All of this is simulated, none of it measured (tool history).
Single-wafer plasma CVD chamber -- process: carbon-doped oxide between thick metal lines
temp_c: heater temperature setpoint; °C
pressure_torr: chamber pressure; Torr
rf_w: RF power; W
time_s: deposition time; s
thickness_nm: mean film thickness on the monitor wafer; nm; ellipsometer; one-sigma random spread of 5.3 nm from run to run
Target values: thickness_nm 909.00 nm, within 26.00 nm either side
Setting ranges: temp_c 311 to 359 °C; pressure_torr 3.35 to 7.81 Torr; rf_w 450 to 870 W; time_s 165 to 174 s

run,hour,temp_c,pressure_torr,rf_w,time_s,thickness_nm
1,0.0,335,5.58,660,174,1047.80
2,6.9,335,5.58,735,174,1114.30
3,13.3,336,5.47,700,172,1068.40
4,19.0,336,5.47,700,165,1018.00
5,27.0,331,5.47,700,165,1047.20
6,28.3,340,5.47,700,165,1004.10
7,33.6,342,5.35,690,165,994.81
8,36.0,343,5.26,675,165,976.60

Exercise: of the 4 proposed moves below, exactly one satisfies all targets within the stated allowed misses. Which move is it?
A,38.4,354,4.67,650,174,?
B,38.4,347,4.41,650,165,?
C,38.4,344,4.93,695,170,?
D,38.4,344,4.64,565,165,?

move,thickness_nm
A,954.85
B,913.96
C,1003.50
D,862.33
A: nearer than the last run, and not there yet
B: every result within its allowed miss
C: lands further from the targets than the last run did
D: the result that was furthest off in the last run now lies on the other side of its target
So the answer is move B, the one that meets all the targets.

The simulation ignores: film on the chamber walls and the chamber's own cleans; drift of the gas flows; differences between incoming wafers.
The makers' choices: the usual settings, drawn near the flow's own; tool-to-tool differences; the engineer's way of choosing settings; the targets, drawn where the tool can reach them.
